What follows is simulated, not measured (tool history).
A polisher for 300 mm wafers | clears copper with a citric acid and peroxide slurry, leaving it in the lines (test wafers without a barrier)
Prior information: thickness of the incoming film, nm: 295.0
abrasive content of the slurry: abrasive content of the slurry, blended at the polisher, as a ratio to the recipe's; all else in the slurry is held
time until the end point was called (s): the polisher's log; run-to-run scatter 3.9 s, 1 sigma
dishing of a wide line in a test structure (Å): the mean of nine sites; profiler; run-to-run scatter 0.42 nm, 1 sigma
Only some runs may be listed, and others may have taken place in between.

run	day	flow of slurry (ml/min)	pressure of the wafer on the pad (kPa)	speed of the pad under the wafer (cm/s)	abrasive content of the slurry	overpolish time after the end point (s)	time until the end point was called (s)	dishing of a wide line in a test structure (Å)
1	0.000	205	17.2	114	1.00	27	131.22	416.31
2	0.171	205	17.2	114	1.15	27	126.05	426.52
3	0.458	205	17.2	114	1.15	31	125.14	466.97
4	0.538	205	17.2	114	1.15	23	124.49	371.53
5	0.700	205	17.2	128	1.15	23	115.78	394.19
6	1.058	205	17.2	128	1.25	23	115.79	407.77
7	1.362	205	14.5	128	1.25	27	131.31	402.97
8	1.550	200	12.4	126	1.25	30	150.46	384.56

Estimate the outcome of run 9 from the log above:
9	1.742	195	11.0	124	1.25	32	?	?

{"run 9": {"time until the end point was called (s)": 167.34, "dishing of a wide line in a test structure (Å)": 360.65}}

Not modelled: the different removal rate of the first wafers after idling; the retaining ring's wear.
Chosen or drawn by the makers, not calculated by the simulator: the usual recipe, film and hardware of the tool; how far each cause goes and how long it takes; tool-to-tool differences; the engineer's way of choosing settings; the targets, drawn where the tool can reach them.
